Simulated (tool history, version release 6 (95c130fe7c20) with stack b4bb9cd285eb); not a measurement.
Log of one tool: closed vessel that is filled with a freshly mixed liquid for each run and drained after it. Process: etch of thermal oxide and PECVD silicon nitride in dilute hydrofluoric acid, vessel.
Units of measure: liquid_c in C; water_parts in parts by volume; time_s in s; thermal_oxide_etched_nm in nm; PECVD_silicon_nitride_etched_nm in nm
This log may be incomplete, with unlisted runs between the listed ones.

| run | day | liquid_c | water_parts | time_s | thermal_oxide_etched_nm | PECVD_silicon_nitride_etched_nm |
|---|---|---|---|---|---|---|
| 1 | 0 | 23 | 215 | 860 | 14.974 | 10.762 |
| 2 | 0.262 | 23 | 295 | 860 | 10.102 | 7.9425 |
| 3 | 0.454 | 23 | 295 | 1155 | 13.522 | 10.585 |
| 4 | 0.825 | 23 | 250 | 1105 | 16.012 | 11.781 |
| 5 | 0.992 | 23 | 285 | 1105 | 13.558 | 10.32 |
| 6 | 1.238 | 23 | 320 | 1105 | 11.719 | 9.3702 |
| 7 | 1.538 | 23 | 320 | 1105 | 11.726 | 9.4302 |
| 8 | 1.596 | 23 | 265 | 1055 | 14.239 | 10.7 |
| 9 | 1.933 | 23 | 220 | 1010 | 17.083 | 12.293 |
| 10 | 2.208 | 23 | 190 | 975 | 19.725 | 13.733 |

What does the tool deliver on the next run?
| 11 | 2.529 | 23 | 170 | 955 | ? | ? |

Run 11 yielded thermal_oxide_etched_nm 22.018 nm, PECVD_silicon_nitride_etched_nm 15.113 nm.

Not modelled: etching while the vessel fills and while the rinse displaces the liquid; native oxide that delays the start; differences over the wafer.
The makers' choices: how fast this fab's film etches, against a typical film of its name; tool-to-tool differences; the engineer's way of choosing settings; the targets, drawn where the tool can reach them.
